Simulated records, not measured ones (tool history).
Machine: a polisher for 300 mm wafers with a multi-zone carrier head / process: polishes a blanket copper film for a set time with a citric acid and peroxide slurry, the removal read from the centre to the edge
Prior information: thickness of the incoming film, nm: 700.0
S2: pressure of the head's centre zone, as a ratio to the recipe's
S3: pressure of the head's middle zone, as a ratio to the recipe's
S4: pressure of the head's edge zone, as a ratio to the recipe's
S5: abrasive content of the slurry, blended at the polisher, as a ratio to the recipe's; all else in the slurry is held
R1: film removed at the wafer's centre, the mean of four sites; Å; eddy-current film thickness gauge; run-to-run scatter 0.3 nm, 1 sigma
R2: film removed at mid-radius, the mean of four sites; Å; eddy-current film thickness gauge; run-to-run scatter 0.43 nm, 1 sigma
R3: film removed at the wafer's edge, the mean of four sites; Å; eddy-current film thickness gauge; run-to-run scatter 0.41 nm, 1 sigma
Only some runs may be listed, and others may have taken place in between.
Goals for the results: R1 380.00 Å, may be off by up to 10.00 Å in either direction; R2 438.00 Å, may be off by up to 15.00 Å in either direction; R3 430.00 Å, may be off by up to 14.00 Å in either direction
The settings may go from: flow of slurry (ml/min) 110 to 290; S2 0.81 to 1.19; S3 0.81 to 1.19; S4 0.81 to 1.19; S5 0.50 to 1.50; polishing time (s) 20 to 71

run 1 hour=0.0 | flow_of_slurry_(ml/min)=185 S2=1.00 S3=1.00 S4=1.00 S5=1.00 polishing_time_(s)=45 | R1=632.60 R2=628.74 R3=616.09
run 2 hour=5.2 | flow_of_slurry_(ml/min)=185 S2=1.00 S3=1.00 S4=1.00 S5=0.90 polishing_time_(s)=45 | R1=612.56 R2=600.14 R3=602.04
run 3 hour=14.1 | flow_of_slurry_(ml/min)=185 S2=0.96 S3=1.00 S4=1.00 S5=0.90 polishing_time_(s)=45 | R1=588.31 R2=601.90 R3=599.17
run 4 hour=16.6 | flow_of_slurry_(ml/min)=205 S2=0.96 S3=1.00 S4=1.00 S5=0.90 polishing_time_(s)=45 | R1=603.13 R2=613.45 R3=597.79
run 5 hour=20.0 | flow_of_slurry_(ml/min)=205 S2=0.96 S3=1.00 S4=1.00 S5=0.90 polishing_time_(s)=36 | R1=479.29 R2=491.01 R3=480.80
run 6 hour=28.9 | flow_of_slurry_(ml/min)=190 S2=0.91 S3=0.99 S4=0.97 S5=0.85 polishing_time_(s)=36 | R1=445.77 R2=471.35 R3=463.59
run 7 hour=33.7 | flow_of_slurry_(ml/min)=175 S2=0.88 S3=0.99 S4=0.95 S5=0.85 polishing_time_(s)=36 | R1=428.20 R2=468.68 R3=461.30
run 8 hour=36.7 | flow_of_slurry_(ml/min)=170 S2=0.86 S3=0.99 S4=0.93 S5=0.80 polishing_time_(s)=36 | R1=409.76 R2=466.09 R3=442.56
run 9 hour=39.3 | flow_of_slurry_(ml/min)=160 S2=0.85 S3=0.98 S4=0.93 S5=0.80 polishing_time_(s)=36 | R1=405.02 R2=459.84 R3=440.50
run 10 hour=47.4 | flow_of_slurry_(ml/min)=160 S2=0.85 S3=0.98 S4=0.93 S5=0.80 polishing_time_(s)=36 | R1=401.51 R2=457.64 R3=440.45
run 11 hour=55.7 | flow_of_slurry_(ml/min)=150 S2=0.84 S3=0.97 S4=0.93 S5=0.80 polishing_time_(s)=36 | R1=394.60 R2=444.15 R3=436.07

Which one of the following 4 next-run settings gets every result inside its allowed miss? There is exactly one.
run A hour=64.0 | flow_of_slurry_(ml/min)=130 S2=0.86 S3=0.99 S4=0.96 S5=0.60 polishing_time_(s)=37 | R1=? R2=? R3=?
run B hour=64.0 | flow_of_slurry_(ml/min)=140 S2=0.89 S3=0.99 S4=0.85 S5=0.70 polishing_time_(s)=36 | R1=? R2=? R3=?
run C hour=64.0 | flow_of_slurry_(ml/min)=180 S2=0.87 S3=1.00 S4=0.93 S5=0.80 polishing_time_(s)=35 | R1=? R2=? R3=?
run D hour=64.0 | flow_of_slurry_(ml/min)=150 S2=0.85 S3=0.89 S4=0.81 S5=0.90 polishing_time_(s)=36 | R1=? R2=? R3=?

move=A R1=377.57 R2=434.85 R3=426.13
move=B R1=398.51 R2=442.76 R3=409.09
move=C R1=404.93 R2=462.27 R3=437.32
move=D R1=407.01 R2=433.23 R3=427.70
A: every result within its allowed miss
B: lands further from the targets than the last run did
C: lands further from the targets than the last run did
D: lands further from the targets than the last run did
The move that meets every target is A.
